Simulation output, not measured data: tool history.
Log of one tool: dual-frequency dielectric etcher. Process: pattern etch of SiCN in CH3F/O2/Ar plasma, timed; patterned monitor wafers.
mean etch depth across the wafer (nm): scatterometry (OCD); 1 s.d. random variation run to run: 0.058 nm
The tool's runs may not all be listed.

| run | hour | source power (W) | bias power (W) | etch time (s) | mean etch depth across the wafer (nm) |
|---|---|---|---|---|---|
| 1 | 0.0 | 330 | 56 | 62.0 | 20.326 |
| 2 | 0.8 | 330 | 51 | 62.0 | 19.554 |
| 3 | 3.9 | 330 | 42 | 62.0 | 18.118 |
| 4 | 6.7 | 370 | 42 | 62.0 | 18.963 |
|  | 14.2 | source power generator calibrated |
| 5 | 14.2 | 390 | 43 | 62.0 | 19.368 |
| 6 | 17.1 | 390 | 36 | 62.0 | 18.158 |
| 7 | 20.9 | 400 | 39 | 62.0 | 18.875 |
| 8 | 22.2 | 410 | 41 | 62.0 | 19.390 |

Estimate the outcome of run 9 from the log above:
| 9 | 29.0 | 420 | 43 | 62.0 | ? |

{"run 9": {"mean etch depth across the wafer (nm)": 20.04}}
